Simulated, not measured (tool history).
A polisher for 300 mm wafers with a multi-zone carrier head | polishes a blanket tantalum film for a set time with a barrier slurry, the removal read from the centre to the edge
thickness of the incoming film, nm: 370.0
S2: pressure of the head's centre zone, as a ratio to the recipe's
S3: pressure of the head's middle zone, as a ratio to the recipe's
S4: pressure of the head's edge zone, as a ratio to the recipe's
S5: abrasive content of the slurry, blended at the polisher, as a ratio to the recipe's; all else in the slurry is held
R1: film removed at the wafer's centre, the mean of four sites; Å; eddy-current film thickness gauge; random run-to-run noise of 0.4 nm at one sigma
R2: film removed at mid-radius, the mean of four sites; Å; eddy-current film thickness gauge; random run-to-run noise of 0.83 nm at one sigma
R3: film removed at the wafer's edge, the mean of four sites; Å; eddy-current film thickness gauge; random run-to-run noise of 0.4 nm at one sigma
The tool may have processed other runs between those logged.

{"run": 1, "hour": 0.0, "flow of slurry (ml/min)": 220, "S2": 1, "S3": 1, "S4": 1, "S5": 1, "polishing time (s)": 38, "R1": 614.98, "R2": 593.84, "R3": 602.03}
{"run": 2, "hour": 5.9, "flow of slurry (ml/min)": 220, "S2": 1, "S3": 1, "S4": 1, "S5": 1, "polishing time (s)": 47, "R1": 776.71, "R2": 734.2, "R3": 743.99}
{"run": 3, "hour": 12.9, "flow of slurry (ml/min)": 220, "S2": 1.06, "S3": 1, "S4": 1, "S5": 1, "polishing time (s)": 47, "R1": 793.36, "R2": 739.5, "R3": 752.2}
{"run": 4, "hour": 20.6, "flow of slurry (ml/min)": 220, "S2": 1.06, "S3": 0.96, "S4": 1, "S5": 1, "polishing time (s)": 47, "R1": 802.92, "R2": 709.4, "R3": 747.46}
{"run": 5, "hour": 26.7, "flow of slurry (ml/min)": 220, "S2": 1.06, "S3": 0.96, "S4": 1.05, "S5": 1, "polishing time (s)": 47, "R1": 797.51, "R2": 725.16, "R3": 766.69}
{"run": 6, "hour": 29.3, "flow of slurry (ml/min)": 220, "S2": 1.06, "S3": 0.96, "S4": 1.11, "S5": 1, "polishing time (s)": 47, "R1": 800.36, "R2": 727.04, "R3": 784.31}
{"run": 7, "hour": 35.3, "flow of slurry (ml/min)": 210, "S2": 1.02, "S3": 0.96, "S4": 1.1, "S5": 0.9, "polishing time (s)": 47, "R1": 734.05, "R2": 671.99, "R3": 736.48}
{"run": 8, "hour": 43.2, "flow of slurry (ml/min)": 200, "S2": 0.98, "S3": 0.98, "S4": 1.09, "S5": 0.85, "polishing time (s)": 47, "R1": 683.65, "R2": 662.56, "R3": 720.48}
{"run": 9, "hour": 49.7, "flow of slurry (ml/min)": 190, "S2": 0.95, "S3": 0.99, "S4": 1.06, "S5": 0.8, "polishing time (s)": 47, "R1": 644.33, "R2": 646.26, "R3": 679.86}
{"run": 10, "hour": 56.1, "flow of slurry (ml/min)": 180, "S2": 0.93, "S3": 0.99, "S4": 1.05, "S5": 0.8, "polishing time (s)": 47, "R1": 629.17, "R2": 639.29, "R3": 673.82}
{"run": 11, "hour": 64.0, "flow of slurry (ml/min)": 175, "S2": 0.91, "S3": 0.99, "S4": 1.04, "S5": 0.8, "polishing time (s)": 47, "R1": 617.57, "R2": 634.16, "R3": 675.94}

What will run 12 give?
{"run": 12, "hour": 69.6, "flow of slurry (ml/min)": 160, "S2": 0.83, "S3": 0.98, "S4": 0.94, "S5": 0.65, "polishing time (s)": 47, "R1": "?", "R2": "?", "R3": "?"}

R1: 490.12 Å
R2: 547.48 Å
R3: 552.59 Å
